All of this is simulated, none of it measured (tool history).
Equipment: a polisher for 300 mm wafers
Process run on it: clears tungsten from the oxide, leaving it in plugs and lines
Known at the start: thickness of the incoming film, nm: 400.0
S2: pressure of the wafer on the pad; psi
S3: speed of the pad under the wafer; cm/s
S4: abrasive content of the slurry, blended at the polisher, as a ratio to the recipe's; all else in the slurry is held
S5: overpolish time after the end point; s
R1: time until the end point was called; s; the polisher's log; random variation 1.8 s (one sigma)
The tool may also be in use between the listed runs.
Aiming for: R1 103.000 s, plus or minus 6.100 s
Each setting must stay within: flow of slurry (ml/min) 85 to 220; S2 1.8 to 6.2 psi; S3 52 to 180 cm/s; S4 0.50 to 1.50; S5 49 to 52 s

run 1 hour=0.0 | flow_of_slurry_(ml/min)=140 S2=4.0 S3=116 S4=1.00 S5=49 | R1=65.678
run 2 hour=5.7 | flow_of_slurry_(ml/min)=140 S2=3.2 S3=116 S4=1.00 S5=49 | R1=83.116
run 3 hour=6.8 | flow_of_slurry_(ml/min)=140 S2=4.1 S3=116 S4=1.00 S5=49 | R1=65.737
run 4 hour=14.5 | flow_of_slurry_(ml/min)=140 S2=4.9 S3=116 S4=1.00 S5=49 | R1=54.298
run 5 hour=18.6 | flow_of_slurry_(ml/min)=140 S2=4.9 S3=116 S4=0.90 S5=49 | R1=55.213
run 6 hour=20.2 | flow_of_slurry_(ml/min)=140 S2=4.4 S3=114 S4=0.90 S5=49 | R1=65.059
run 7 hour=20.9 | flow_of_slurry_(ml/min)=140 S2=4.0 S3=112 S4=0.90 S5=49 | R1=72.211
run 8 hour=29.9 | flow_of_slurry_(ml/min)=140 S2=3.7 S3=112 S4=0.90 S5=49 | R1=77.960
run 9 hour=31.5 | flow_of_slurry_(ml/min)=140 S2=3.5 S3=112 S4=0.90 S5=49 | R1=82.550
run 10 hour=34.2 | flow_of_slurry_(ml/min)=140 S2=3.5 S3=112 S4=0.90 S5=49 | R1=82.512
run 11 hour=40.9 | flow_of_slurry_(ml/min)=140 S2=3.3 S3=112 S4=0.90 S5=49 | R1=84.876
run 12 hour=45.3 | flow_of_slurry_(ml/min)=140 S2=3.1 S3=112 S4=0.90 S5=49 | R1=89.853
run 13 hour=48.5 | flow_of_slurry_(ml/min)=140 S2=3.0 S3=112 S4=0.90 S5=49 | R1=96.055

4 next moves are on the table. One of them brings every result within its allowed miss. Which?
run A hour=51.7 | flow_of_slurry_(ml/min)=130 S2=3.1 S3=112 S4=1.00 S5=52 | R1=?
run B hour=51.7 | flow_of_slurry_(ml/min)=100 S2=2.9 S3=122 S4=0.80 S5=51 | R1=?
run C hour=51.7 | flow_of_slurry_(ml/min)=135 S2=3.7 S3=104 S4=0.75 S5=49 | R1=?
run D hour=51.7 | flow_of_slurry_(ml/min)=130 S2=3.6 S3=110 S4=0.65 S5=49 | R1=?

move=A R1=90.984
move=B R1=102.150
move=C R1=89.127
move=D R1=91.418
A: the biggest miss grows against the last run
B: in spec on every target
C: the biggest miss grows against the last run
D: the biggest miss grows against the last run
The move that meets every target is B.
